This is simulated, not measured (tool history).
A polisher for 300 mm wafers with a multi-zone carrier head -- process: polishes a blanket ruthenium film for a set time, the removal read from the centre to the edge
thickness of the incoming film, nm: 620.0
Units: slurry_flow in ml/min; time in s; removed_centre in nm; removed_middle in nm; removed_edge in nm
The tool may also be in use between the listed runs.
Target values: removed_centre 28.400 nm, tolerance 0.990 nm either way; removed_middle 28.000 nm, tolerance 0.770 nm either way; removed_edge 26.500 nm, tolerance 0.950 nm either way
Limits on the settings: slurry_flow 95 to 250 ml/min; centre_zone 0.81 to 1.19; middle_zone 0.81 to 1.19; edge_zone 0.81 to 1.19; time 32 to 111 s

run,hour,slurry_flow,centre_zone,middle_zone,edge_zone,time,removed_centre,removed_middle,removed_edge
1,0.0,160,1.00,1.00,1.00,71,43.459,43.117,42.918
2,4.2,160,1.00,1.00,1.00,77,47.631,46.996,45.946
3,13.0,160,1.00,1.00,1.08,77,48.409,47.693,48.067
4,19.5,160,1.00,1.00,1.05,73,45.364,44.802,44.193
5,22.1,160,1.00,1.00,1.05,62,38.217,38.109,38.220
6,27.0,160,1.00,1.00,1.03,60,37.445,36.844,36.377
7,32.3,160,1.00,1.00,1.01,58,35.958,35.518,34.745
8,40.5,160,1.00,1.00,1.01,58,35.583,35.865,34.098
9,41.2,155,1.00,0.99,0.99,57,34.280,34.627,33.773
10,45.2,155,1.00,0.99,0.98,56,34.428,33.514,32.849
11,52.2,155,1.00,0.99,0.96,55,33.864,33.090,31.961
12,59.6,150,1.00,0.99,0.95,54,33.085,32.221,31.135
13,60.8,115,0.96,0.96,0.85,48,26.268,26.252,25.619
14,65.5,120,0.96,0.96,0.85,48,26.911,26.640,25.918

Which of these 5 next moves meets every target?
A,70.2,140,0.93,1.11,0.83,46,?,?,?
B,70.2,95,0.99,0.97,0.81,54,?,?,?
C,70.2,125,1.08,1.13,0.81,46,?,?,?
D,70.2,115,0.90,1.01,0.91,49,?,?,?
E,70.2,125,1.07,0.88,0.82,51,?,?,?

move,removed_centre,removed_middle,removed_edge
A,26.534,29.954,24.578
B,28.830,28.265,26.592
C,28.743,29.601,23.862
D,26.116,28.104,26.424
E,31.592,26.684,26.685
A: pushes the last run's worst result past its target
B: all results in spec
C: pushes the last run's worst result past its target
D: brings the last run's worst result on target, with another outside its allowed miss
E: the biggest miss grows against the last run
The right move is B.

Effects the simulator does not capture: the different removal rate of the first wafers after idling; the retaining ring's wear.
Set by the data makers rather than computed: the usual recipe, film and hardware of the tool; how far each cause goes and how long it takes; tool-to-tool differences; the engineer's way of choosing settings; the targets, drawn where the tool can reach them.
